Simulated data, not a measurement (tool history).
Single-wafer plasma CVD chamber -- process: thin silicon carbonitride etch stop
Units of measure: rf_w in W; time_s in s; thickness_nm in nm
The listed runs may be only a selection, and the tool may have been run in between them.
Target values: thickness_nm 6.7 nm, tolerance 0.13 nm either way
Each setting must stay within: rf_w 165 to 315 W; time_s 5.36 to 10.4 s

| run | hour | rf_w | time_s | thickness_nm |
|---|---|---|---|---|
| 1 | 0 | 240 | 7.88 | 5.4372 |
| 2 | 3.3 | 240 | 7.12 | 4.9372 |
| 3 | 10.1 | 240 | 6.15 | 4.2452 |
| 4 | 15.9 | 265 | 6.15 | 4.3484 |
| 5 | 21.4 | 265 | 7.2 | 5.0831 |
| 6 | 25.5 | 270 | 7.38 | 5.2159 |
| 7 | 30 | 270 | 7.56 | 5.3599 |
| 8 | 35.2 | 275 | 7.71 | 5.4936 |
| 9 | 39.6 | 275 | 7.85 | 5.579 |

5 candidate next runs follow, results not yet known. Just one meets every target within its allowed miss. Identify it.
| A | 44 | 285 | 9.25 | ? |
| B | 44 | 215 | 7.88 | ? |
| C | 44 | 280 | 8.29 | ? |
| D | 44 | 290 | 7.37 | ? |
| E | 44 | 275 | 8.53 | ? |

| move | thickness_nm |
|---|---|
| A | 6.6364 |
| B | 5.2829 |
| C | 5.9217 |
| D | 5.3104 |
| E | 6.0662 |
A: meets every target
B: further off than the last run
C: an improvement on the last run, though not all results are within tolerance
D: further off than the last run
E: an improvement on the last run, though not all results are within tolerance
The move that meets every target is A.

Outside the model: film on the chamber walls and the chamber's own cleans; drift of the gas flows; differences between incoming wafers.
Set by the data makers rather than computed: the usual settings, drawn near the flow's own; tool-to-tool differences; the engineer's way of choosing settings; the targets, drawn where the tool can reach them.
